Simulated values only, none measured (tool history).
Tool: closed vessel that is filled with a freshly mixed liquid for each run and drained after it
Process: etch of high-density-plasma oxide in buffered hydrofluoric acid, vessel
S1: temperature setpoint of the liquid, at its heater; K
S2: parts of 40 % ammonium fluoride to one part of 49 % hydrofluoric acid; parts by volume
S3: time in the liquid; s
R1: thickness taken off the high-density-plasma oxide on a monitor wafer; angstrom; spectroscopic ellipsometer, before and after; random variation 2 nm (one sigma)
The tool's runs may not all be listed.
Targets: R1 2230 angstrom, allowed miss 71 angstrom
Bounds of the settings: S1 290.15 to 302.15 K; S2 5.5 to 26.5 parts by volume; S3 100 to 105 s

run	hour	S1	S2	S3	R1
1	0	294.15	16	100	1225.2
2	5.9	294.15	16	100	1226.5
3	9.6	296.15	15	100	1443.3
4	13.5	297.65	14.5	100	1634.9
5	19.9	297.65	14.5	100	1608.1
6	23.3	298.65	14	100	1788.1
7	25.4	299.65	14	100	1917.1
8	27.9	299.65	14	100	1873.8
9	31.6	300.15	14	100	1960.5
10	34.7	300.65	14	100	1968.3
11	43.9	301.15	14	100	2049.3
12	49.8	301.65	14	100	2097

5 next moves are on the table. One of them brings every result within its allowed miss. Which?
A	55.7	301.15	12.5	105	?
B	55.7	302.15	13.5	100	?
C	55.7	302.15	12.5	100	?
D	55.7	302.15	13	105	?
E	55.7	302.15	13.5	105	?

move	R1
A	2378.8
B	2215.7
C	2388.8
D	2413.9
E	2326.4
A: takes the result that was furthest off past its target
B: meets every target
C: takes the result that was furthest off past its target
D: takes the result that was furthest off past its target
E: takes the result that was furthest off past its target
The right move is B.
